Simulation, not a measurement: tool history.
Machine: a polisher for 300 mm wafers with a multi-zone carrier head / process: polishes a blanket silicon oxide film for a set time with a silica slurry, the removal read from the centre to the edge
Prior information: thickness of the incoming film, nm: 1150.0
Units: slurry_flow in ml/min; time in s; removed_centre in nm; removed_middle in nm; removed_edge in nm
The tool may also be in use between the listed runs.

run	hour	slurry_flow	centre_zone	middle_zone	edge_zone	slurry_solids	time	removed_centre	removed_middle	removed_edge
1	0	250	1	1	1	1	71	133.25	138.68	135.38
2	0.6	285	1	1	1	1	71	137.93	140.07	139.82
3	6.8	285	1	1	1	1	59	113.36	115.4	115.52
4	10.3	285	1	1	1	1.2	59	125.14	126.28	124.63
5	19.2	265	0.99	0.99	0.96	1.2	59	122.65	125.69	125.76
6	27.8	315	0.99	0.99	0.96	1.2	59	124.44	125.92	123.67
7	30.3	315	0.99	0.99	0.96	1.2	59	125.17	127.49	127.43
8	35.9	315	0.99	0.99	0.96	1.2	59	125.16	125.95	120.33

What will run 9 give?
9	38	325	0.97	0.98	0.94	1.15	59	?	?	?

{"run 9": {"removed_centre": 119.78, "removed_middle": 121.53, "removed_edge": 118.67}}

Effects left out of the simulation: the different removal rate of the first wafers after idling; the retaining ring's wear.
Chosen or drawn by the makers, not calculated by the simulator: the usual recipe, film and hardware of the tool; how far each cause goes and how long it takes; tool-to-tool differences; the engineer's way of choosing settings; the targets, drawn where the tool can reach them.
